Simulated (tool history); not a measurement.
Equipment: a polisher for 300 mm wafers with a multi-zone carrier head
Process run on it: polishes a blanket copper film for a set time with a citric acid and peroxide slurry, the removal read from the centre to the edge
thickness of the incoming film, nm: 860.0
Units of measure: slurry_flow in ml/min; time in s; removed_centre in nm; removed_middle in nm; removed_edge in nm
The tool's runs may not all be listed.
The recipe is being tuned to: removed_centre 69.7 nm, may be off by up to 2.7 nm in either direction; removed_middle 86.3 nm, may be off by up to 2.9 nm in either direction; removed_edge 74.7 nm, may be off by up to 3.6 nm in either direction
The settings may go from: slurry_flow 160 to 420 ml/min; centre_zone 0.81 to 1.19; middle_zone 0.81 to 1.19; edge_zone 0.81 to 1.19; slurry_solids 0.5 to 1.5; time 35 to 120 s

run,hour,slurry_flow,centre_zone,middle_zone,edge_zone,slurry_solids,time,removed_centre,removed_middle,removed_edge
1,0,270,1,1,1,1,77,152.29,151.78,147.43
2,2.8,270,1,1,1,0.8,77,143.38,144.02,139.21
3,11.6,270,1,0.94,1,0.8,77,144.63,135.06,137.94
4,16.9,265,0.96,0.96,0.96,0.7,68,117.99,118.43,114.73
5,17.7,255,0.92,0.97,0.94,0.65,63,101.53,106.25,103.95
6,21.6,255,0.9,0.99,0.91,0.6,59,90.862,97.541,93.608
7,25.5,255,0.88,1.02,0.88,0.55,57,84.952,95.029,84.895
8,33.4,245,0.86,1.03,0.88,0.55,56,81.02,94.952,85.838
9,40,245,0.85,1.03,0.86,0.55,55,79.892,93.554,80.782
10,48.6,240,0.84,1.03,0.86,0.55,54,76.351,90.546,82.636
11,56.1,240,0.83,1.04,0.85,0.55,53,74.7,90.693,81.287

Consider the 5 candidate settings below. Which is the only one whose results all fall within their allowed miss of target?
A,63.6,195,0.97,1.1,0.81,0.7,49,?,?,?
B,63.6,250,0.82,0.96,0.85,1,42,?,?,?
C,63.6,265,0.9,1.06,0.87,0.5,47,?,?,?
D,63.6,215,0.81,1.12,0.82,0.5,53,?,?,?
E,63.6,160,0.82,1.06,0.81,0.6,53,?,?,?

move,removed_centre,removed_middle,removed_edge
A,81.223,88.598,74.373
B,69.383,77.59,73.78
C,69.899,78.354,69.238
D,70.019,89.915,74.371
E,70.013,85.663,74.94
A: the biggest miss grows against the last run
B: brings the result that was furthest off to its target, and leaves another outside
C: brings the result that was furthest off to its target, and leaves another outside
D: brings the result that was furthest off to its target, and leaves another outside
E: every result within its allowed miss
The move that meets every target is E.

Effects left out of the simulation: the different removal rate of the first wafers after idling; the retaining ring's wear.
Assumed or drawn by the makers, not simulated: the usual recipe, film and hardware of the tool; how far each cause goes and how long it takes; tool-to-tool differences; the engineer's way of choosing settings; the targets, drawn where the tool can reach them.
